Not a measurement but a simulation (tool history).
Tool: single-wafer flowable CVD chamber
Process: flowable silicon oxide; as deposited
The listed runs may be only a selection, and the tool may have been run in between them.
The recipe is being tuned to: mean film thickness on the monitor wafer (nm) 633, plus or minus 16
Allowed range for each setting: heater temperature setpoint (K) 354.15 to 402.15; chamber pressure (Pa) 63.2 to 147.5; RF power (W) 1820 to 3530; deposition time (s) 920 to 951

run,hour,heater temperature setpoint (K),chamber pressure (Pa),RF power (W),deposition time (s),mean film thickness on the monitor wafer (nm)
1,0,378.15,105.3,2675,920,474.02
2,3.4,375.15,105.5,2675,920,521.82
3,11.8,373.15,105.5,2675,920,554.04
4,20.2,373.15,105.5,2525,920,548.31
5,27.4,372.15,105.5,2525,920,566.78
6,33.3,377.15,105.5,2525,920,485.92
7,38.4,374.15,105.6,2525,920,532.87
8,43.9,372.15,105.6,2525,920,565.72
9,50.6,371.15,105.6,2525,920,581.72
10,53.2,370.15,105.6,2525,920,601.1

Next run, 4 choices. One meets every target within its allowed miss, the rest don't. Which?
A,55.8,370.15,103.6,2420,925,?
B,55.8,370.15,102.3,2430,943,?
C,55.8,363.15,95.1,2045,920,?
D,55.8,374.15,107.3,2680,951,?

move,mean film thickness on the monitor wafer (nm)
A,590.18
B,596.15
C,639.88
D,565.18
A: the biggest miss grows against the last run
B: the biggest miss grows against the last run
C: hits every target within its allowed miss
D: the biggest miss grows against the last run
Correct choice: C, which meets every target

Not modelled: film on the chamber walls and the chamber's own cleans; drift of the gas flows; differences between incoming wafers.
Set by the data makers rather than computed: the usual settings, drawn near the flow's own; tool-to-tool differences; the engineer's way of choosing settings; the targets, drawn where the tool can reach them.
